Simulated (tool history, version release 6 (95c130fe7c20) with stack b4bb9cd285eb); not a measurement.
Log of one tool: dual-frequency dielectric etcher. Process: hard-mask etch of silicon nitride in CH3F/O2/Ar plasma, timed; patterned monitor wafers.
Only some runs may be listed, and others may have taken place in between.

run,day,source power (kW),bias power (kW),etch time (s),mean etch depth across the wafer (Å)
1,0.000,0.500,0.063,158.5,1212.8
2,0.133,0.500,0.063,166.0,1277.7
3,0.454,0.430,0.063,166.0,1207.8
4,0.738,0.440,0.063,166.0,1212.3
5,1.100,0.440,0.068,166.0,1242.9
6,1.250,0.440,0.059,166.0,1201.2

What will run 7 give?
7,1.383,0.450,0.060,166.0,?

{"run 7": {"mean etch depth across the wafer (Å)": 1214.3}}
